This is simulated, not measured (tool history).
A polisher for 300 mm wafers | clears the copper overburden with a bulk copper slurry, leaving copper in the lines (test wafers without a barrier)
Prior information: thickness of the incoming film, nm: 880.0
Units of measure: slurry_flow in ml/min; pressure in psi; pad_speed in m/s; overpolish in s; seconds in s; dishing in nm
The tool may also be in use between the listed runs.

{"run": 1, "hour": 0.0, "slurry_flow": 145, "pressure": 3.2, "pad_speed": 1.2, "slurry_solids": 1, "overpolish": 10, "seconds": 66.371, "dishing": 67.954}
{"run": 2, "hour": 7.6, "slurry_flow": 145, "pressure": 3.2, "pad_speed": 1.2, "slurry_solids": 1.1, "overpolish": 10, "seconds": 64.373, "dishing": 69.207}
{"run": 3, "hour": 11.2, "slurry_flow": 140, "pressure": 2.9, "pad_speed": 1.2, "slurry_solids": 1.1, "overpolish": 10, "seconds": 71.126, "dishing": 62.711}
{"run": 4, "hour": 15.7, "slurry_flow": 135, "pressure": 2.7, "pad_speed": 1.2, "slurry_solids": 1.1, "overpolish": 11, "seconds": 76.558, "dishing": 65.11}
{"run": 5, "hour": 18.5, "slurry_flow": 135, "pressure": 2.7, "pad_speed": 1.2, "slurry_solids": 1.1, "overpolish": 15, "seconds": 76.952, "dishing": 77.214}
{"run": 6, "hour": 21.4, "slurry_flow": 135, "pressure": 2.7, "pad_speed": 1.2, "slurry_solids": 1.2, "overpolish": 15, "seconds": 75.598, "dishing": 73.29}
{"run": 7, "hour": 26.5, "slurry_flow": 130, "pressure": 2.5, "pad_speed": 1.2, "slurry_solids": 1.2, "overpolish": 15, "seconds": 82.629, "dishing": 72.159}
{"run": 8, "hour": 30.1, "slurry_flow": 125, "pressure": 2.4, "pad_speed": 1.2, "slurry_solids": 1.2, "overpolish": 14, "seconds": 86.252, "dishing": 66.927}
{"run": 9, "hour": 35.4, "slurry_flow": 120, "pressure": 2.3, "pad_speed": 1.2, "slurry_solids": 1.2, "overpolish": 13, "seconds": 89.672, "dishing": 61.967}
{"run": 10, "hour": 42.2, "slurry_flow": 115, "pressure": 2.3, "pad_speed": 1.2, "slurry_solids": 1.2, "overpolish": 13, "seconds": 90.591, "dishing": 64.831}

Forecast run 11:
{"run": 11, "hour": 51.0, "slurry_flow": 115, "pressure": 2.2, "pad_speed": 1.2, "slurry_solids": 1.2, "overpolish": 12, "seconds": "?", "dishing": "?"}

{"run 11": {"seconds": 93.698, "dishing": 56.881}}

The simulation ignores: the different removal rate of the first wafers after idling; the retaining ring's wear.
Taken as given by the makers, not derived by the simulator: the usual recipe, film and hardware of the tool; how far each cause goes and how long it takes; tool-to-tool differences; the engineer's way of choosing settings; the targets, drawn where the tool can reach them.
